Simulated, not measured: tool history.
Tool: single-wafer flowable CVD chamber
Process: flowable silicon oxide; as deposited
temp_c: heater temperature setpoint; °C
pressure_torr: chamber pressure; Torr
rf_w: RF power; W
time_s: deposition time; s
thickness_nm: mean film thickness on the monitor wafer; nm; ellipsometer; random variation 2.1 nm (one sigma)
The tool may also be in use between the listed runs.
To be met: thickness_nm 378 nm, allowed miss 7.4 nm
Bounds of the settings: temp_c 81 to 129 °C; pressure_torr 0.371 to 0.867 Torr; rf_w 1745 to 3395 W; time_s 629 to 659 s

run 1 hour=0 | temp_c=105 pressure_torr=0.619 rf_w=2570 time_s=659 | thickness_nm=233.18
run 2 hour=2.2 | temp_c=105 pressure_torr=0.619 rf_w=2570 time_s=659 | thickness_nm=233.16
run 3 hour=8.7 | temp_c=105 pressure_torr=0.728 rf_w=2570 time_s=659 | thickness_nm=270.94
run 4 hour=9.4 | temp_c=104 pressure_torr=0.728 rf_w=2570 time_s=659 | thickness_nm=279.88
run 5 hour=10.8 | temp_c=99 pressure_torr=0.728 rf_w=2570 time_s=659 | thickness_nm=341.01
run 6 hour=18.2 | temp_c=99 pressure_torr=0.728 rf_w=2570 time_s=629 | thickness_nm=325.67
run 7 hour=26.6 | temp_c=98 pressure_torr=0.728 rf_w=2570 time_s=629 | thickness_nm=338.35
run 8 hour=33.6 | temp_c=96 pressure_torr=0.728 rf_w=2570 time_s=629 | thickness_nm=362.82

5 next moves are on the table. One of them brings every result within its allowed miss. Which?
run A hour=40.6 | temp_c=93 pressure_torr=0.614 rf_w=2595 time_s=629 | thickness_nm=?
run B hour=40.6 | temp_c=100 pressure_torr=0.78 rf_w=2800 time_s=629 | thickness_nm=?
run C hour=40.6 | temp_c=96 pressure_torr=0.7 rf_w=3160 time_s=659 | thickness_nm=?
run D hour=40.6 | temp_c=99 pressure_torr=0.773 rf_w=2790 time_s=630 | thickness_nm=?
run E hour=40.6 | temp_c=99 pressure_torr=0.747 rf_w=2465 time_s=651 | thickness_nm=?

move=A thickness_nm=349.67
move=B thickness_nm=337.73
move=C thickness_nm=374.37
move=D thickness_nm=347.9
move=E thickness_nm=343.39
A: further off than the last run
B: further off than the last run
C: meets every target
D: further off than the last run
E: further off than the last run
Answer: C
